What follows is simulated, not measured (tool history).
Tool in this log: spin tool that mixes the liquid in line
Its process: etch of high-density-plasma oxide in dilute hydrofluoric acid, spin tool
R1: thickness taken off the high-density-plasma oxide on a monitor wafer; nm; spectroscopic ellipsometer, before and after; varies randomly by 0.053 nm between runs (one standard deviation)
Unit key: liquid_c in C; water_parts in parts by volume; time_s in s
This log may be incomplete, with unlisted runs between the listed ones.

run 1 hour=0.0 | liquid_c=26.0 water_parts=290 time_s=100 | R1=3.3365
run 2 hour=2.3 | liquid_c=28.0 water_parts=255 time_s=100 | R1=4.2585
run 3 hour=6.7 | liquid_c=31.5 water_parts=255 time_s=100 | R1=4.8121
run 4 hour=13.9 | liquid_c=31.5 water_parts=255 time_s=80 | R1=3.7999
-- hour=19.0 hydrofluoric acid flow meter replaced
run 5 hour=19.0 | liquid_c=31.5 water_parts=185 time_s=80 | R1=5.3097
run 6 hour=22.3 | liquid_c=31.5 water_parts=275 time_s=80 | R1=3.2187

Expected results for the next run?
run 7 hour=31.2 | liquid_c=34.0 water_parts=160 time_s=80 | R1=?

R1: 6.8601 nm
